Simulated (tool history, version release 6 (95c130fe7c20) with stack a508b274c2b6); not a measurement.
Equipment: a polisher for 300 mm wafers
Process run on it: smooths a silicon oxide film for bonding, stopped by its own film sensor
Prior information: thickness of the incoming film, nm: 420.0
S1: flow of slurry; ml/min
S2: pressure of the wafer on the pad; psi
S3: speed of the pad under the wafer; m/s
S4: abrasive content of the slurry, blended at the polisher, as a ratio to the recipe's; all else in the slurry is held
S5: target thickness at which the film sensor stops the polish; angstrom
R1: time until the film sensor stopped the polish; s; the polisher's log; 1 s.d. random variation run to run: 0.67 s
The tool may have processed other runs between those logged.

run 1 hour=0.0 | S1=135 S2=2.6 S3=0.74 S4=1.00 S5=3760 | R1=74.722
run 2 hour=1.6 | S1=135 S2=3.1 S3=0.74 S4=1.00 S5=3760 | R1=64.987
run 3 hour=9.1 | S1=135 S2=3.3 S3=0.74 S4=1.00 S5=3760 | R1=62.109
run 4 hour=14.2 | S1=135 S2=3.3 S3=0.74 S4=1.00 S5=3800 | R1=56.749
run 5 hour=22.2 | S1=135 S2=3.3 S3=0.74 S4=0.85 S5=3800 | R1=63.255
run 6 hour=29.8 | S1=135 S2=3.4 S3=0.74 S4=0.85 S5=3800 | R1=61.003
run 7 hour=31.1 | S1=135 S2=3.5 S3=0.74 S4=0.85 S5=3800 | R1=60.452
run 8 hour=32.9 | S1=135 S2=3.6 S3=0.74 S4=0.85 S5=3800 | R1=57.456

For run 9, what comes out?
run 9 hour=37.1 | S1=135 S2=3.7 S3=0.74 S4=0.85 S5=3800 | R1=?

Run 9 produced R1 56.874 s.
